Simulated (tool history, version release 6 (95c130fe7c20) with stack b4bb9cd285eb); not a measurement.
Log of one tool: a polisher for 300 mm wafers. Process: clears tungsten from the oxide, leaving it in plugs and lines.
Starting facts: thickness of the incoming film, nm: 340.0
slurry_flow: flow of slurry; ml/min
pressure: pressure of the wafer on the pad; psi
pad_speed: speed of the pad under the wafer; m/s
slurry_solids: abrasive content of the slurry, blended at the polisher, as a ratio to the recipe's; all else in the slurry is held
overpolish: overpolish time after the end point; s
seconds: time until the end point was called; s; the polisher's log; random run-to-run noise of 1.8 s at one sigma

run 1 day=0 | slurry_flow=170 pressure=3.4 pad_speed=1.18 slurry_solids=1 overpolish=6 | seconds=64.769
run 2 day=0.117 | slurry_flow=170 pressure=4 pad_speed=1.18 slurry_solids=1 overpolish=6 | seconds=54.57
run 3 day=0.4 | slurry_flow=170 pressure=4 pad_speed=1.18 slurry_solids=1 overpolish=5 | seconds=56.486
run 4 day=0.721 | slurry_flow=170 pressure=3.5 pad_speed=1.14 slurry_solids=1 overpolish=5 | seconds=66.896
run 5 day=1.071 | slurry_flow=170 pressure=3.1 pad_speed=1.12 slurry_solids=1 overpolish=5 | seconds=75.749
run 6 day=1.246 | slurry_flow=170 pressure=2.8 pad_speed=1.1 slurry_solids=1 overpolish=5 | seconds=85.668
run 7 day=1.375 | slurry_flow=170 pressure=2.6 pad_speed=1.1 slurry_solids=1 overpolish=5 | seconds=90.1
run 8 day=1.642 | slurry_flow=170 pressure=2.4 pad_speed=1.1 slurry_solids=1 overpolish=5 | seconds=99.461

Run 9 is up next; what results do you expect?
run 9 day=1.688 | slurry_flow=170 pressure=2.3 pad_speed=1.1 slurry_solids=1 overpolish=5 | seconds=?

seconds: 99.438 s
